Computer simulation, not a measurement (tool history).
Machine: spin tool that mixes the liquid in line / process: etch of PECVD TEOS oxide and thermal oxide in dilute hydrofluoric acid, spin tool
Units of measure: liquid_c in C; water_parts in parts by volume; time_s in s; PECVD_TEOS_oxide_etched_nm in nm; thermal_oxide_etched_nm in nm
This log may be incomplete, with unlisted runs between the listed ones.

run  hour  liquid_c  water_parts  time_s  PECVD_TEOS_oxide_etched_nm  thermal_oxide_etched_nm
  1   0.0      25.0           85      35                      7.6900                   2.0693
  2   3.1      26.5           80      35                      8.7521                   2.4003
  3   5.3      26.5           80      20                      4.9933                   1.3456
  4  13.7      27.5           70      20                      6.0430                   1.6013
  5  15.1      28.5           60      20                      7.3682                   1.9584
  6  22.1      28.5           60      15                      5.5687                   1.5093
  7  26.3      29.5           55      15                      6.3560                   1.7033

Forecast run 8:
  8  31.1      29.5           55      15                           ?                        ?

Run 8 yielded PECVD_TEOS_oxide_etched_nm 6.3560 nm, thermal_oxide_etched_nm 1.7178 nm.

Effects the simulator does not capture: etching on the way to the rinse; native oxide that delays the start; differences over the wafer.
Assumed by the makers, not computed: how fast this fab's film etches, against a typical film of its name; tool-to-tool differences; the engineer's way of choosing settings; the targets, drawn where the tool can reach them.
